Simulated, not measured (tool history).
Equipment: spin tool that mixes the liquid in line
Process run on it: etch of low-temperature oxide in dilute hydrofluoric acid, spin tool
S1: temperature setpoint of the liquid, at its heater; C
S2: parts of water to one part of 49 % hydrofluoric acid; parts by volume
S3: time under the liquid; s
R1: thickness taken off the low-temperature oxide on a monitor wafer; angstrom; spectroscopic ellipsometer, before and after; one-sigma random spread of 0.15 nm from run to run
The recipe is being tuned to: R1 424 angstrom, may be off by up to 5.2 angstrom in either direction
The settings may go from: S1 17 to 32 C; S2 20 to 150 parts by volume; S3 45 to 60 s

run	hour	S1	S2	S3	R1
1	0	24	85	60	191.66
2	5.6	26	75	60	239.73
3	8.5	27.5	70	60	274.31
4	16.7	25.5	70	60	252.02
5	24.1	27.5	70	60	273.13
6	25.3	28.5	65	60	309.65
7	31	29.5	60	60	350.64
8	34.2	30	60	60	354.84

Consider the 4 candidate settings below. Which is the only one whose results all fall within their allowed miss of target?
A	37.4	30.5	50	60	?
B	37.4	31.5	55	60	?
C	37.4	32	55	60	?
D	37.4	30.5	75	60	?

move	R1
A	444.74
B	417.03
C	425.14
D	285.41
A: moves the result that the last run missed by most past its target, out the other side
B: an improvement on the last run, though not all results are within tolerance
C: all results land within tolerance of their targets
D: further off than the last run
The move that meets every target is C.
